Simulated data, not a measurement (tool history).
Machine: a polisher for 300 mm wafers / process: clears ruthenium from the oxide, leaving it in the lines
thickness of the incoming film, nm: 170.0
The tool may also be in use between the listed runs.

run,day,flow of slurry (ml/min),pressure of the wafer on the pad (psi),speed of the pad under the wafer (cm/s),overpolish time after the end point (s),time until the end point was called (s)
1,0.000,160,1.9,104,8,178.38
2,0.158,160,2.1,104,8,165.43
3,0.496,140,2.1,104,8,165.49
4,0.808,140,2.3,104,8,156.59
5,0.871,140,2.3,104,8,155.01
6,1.029,180,2.3,104,8,148.52
7,1.162,185,2.4,104,8,145.69
8,1.200,185,2.5,104,8,140.04
9,1.317,185,2.6,104,8,137.23

Run 10 has not been measured yet. What should we expect?
10,1.446,185,2.7,104,8,?

{"run 10": {"time until the end point was called (s)": 130.04}}
